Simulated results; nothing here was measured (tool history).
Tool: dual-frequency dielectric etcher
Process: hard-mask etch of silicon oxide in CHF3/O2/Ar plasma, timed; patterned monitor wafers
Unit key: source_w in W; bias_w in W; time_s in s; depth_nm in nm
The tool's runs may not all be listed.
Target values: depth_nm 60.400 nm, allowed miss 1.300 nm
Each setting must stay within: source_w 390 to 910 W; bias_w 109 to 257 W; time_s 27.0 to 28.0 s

{"run": 1, "hour": 0.0, "source_w": 650, "bias_w": 183, "time_s": 27.0, "depth_nm": 52.453}
{"run": 2, "hour": 5.7, "source_w": 650, "bias_w": 183, "time_s": 28.0, "depth_nm": 54.722}
{"run": 3, "hour": 6.8, "source_w": 560, "bias_w": 183, "time_s": 28.0, "depth_nm": 52.272}
{"run": 4, "hour": 12.7, "source_w": 610, "bias_w": 187, "time_s": 28.0, "depth_nm": 53.844}
{"run": 5, "hour": 15.8, "source_w": 550, "bias_w": 187, "time_s": 28.0, "depth_nm": 52.078}
{"run": 6, "hour": 24.2, "source_w": 550, "bias_w": 187, "time_s": 27.0, "depth_nm": 50.9}
{"run": 7, "hour": 31.8, "source_w": 610, "bias_w": 196, "time_s": 27.0, "depth_nm": 53.081}
{"run": 8, "hour": 35.3, "source_w": 660, "bias_w": 200, "time_s": 27.0, "depth_nm": 54.78}
{"run": 9, "hour": 42.9, "source_w": 700, "bias_w": 203, "time_s": 27.0, "depth_nm": 56.533}
{"run": 10, "hour": 44.5, "source_w": 720, "bias_w": 205, "time_s": 27.0, "depth_nm": 57.438}

Next run, 5 choices. One meets every target within its allowed miss, the rest don't. Which?
{"run": "A", "hour": 46.1, "source_w": 690, "bias_w": 210, "time_s": 27.5, "depth_nm": "?"}
{"run": "B", "hour": 46.1, "source_w": 750, "bias_w": 196, "time_s": 27.0, "depth_nm": "?"}
{"run": "C", "hour": 46.1, "source_w": 780, "bias_w": 209, "time_s": 27.5, "depth_nm": "?"}
{"run": "D", "hour": 46.1, "source_w": 620, "bias_w": 226, "time_s": 27.5, "depth_nm": "?"}
{"run": "E", "hour": 46.1, "source_w": 710, "bias_w": 196, "time_s": 27.5, "depth_nm": "?"}

move=A depth_nm=57.093
move=B depth_nm=56.346
move=C depth_nm=59.487
move=D depth_nm=56.476
move=E depth_nm=56.299
A: lands further from the targets than the last run did
B: lands further from the targets than the last run did
C: every result within its allowed miss
D: lands further from the targets than the last run did
E: lands further from the targets than the last run did
C is the move that brings every result within its allowed miss.

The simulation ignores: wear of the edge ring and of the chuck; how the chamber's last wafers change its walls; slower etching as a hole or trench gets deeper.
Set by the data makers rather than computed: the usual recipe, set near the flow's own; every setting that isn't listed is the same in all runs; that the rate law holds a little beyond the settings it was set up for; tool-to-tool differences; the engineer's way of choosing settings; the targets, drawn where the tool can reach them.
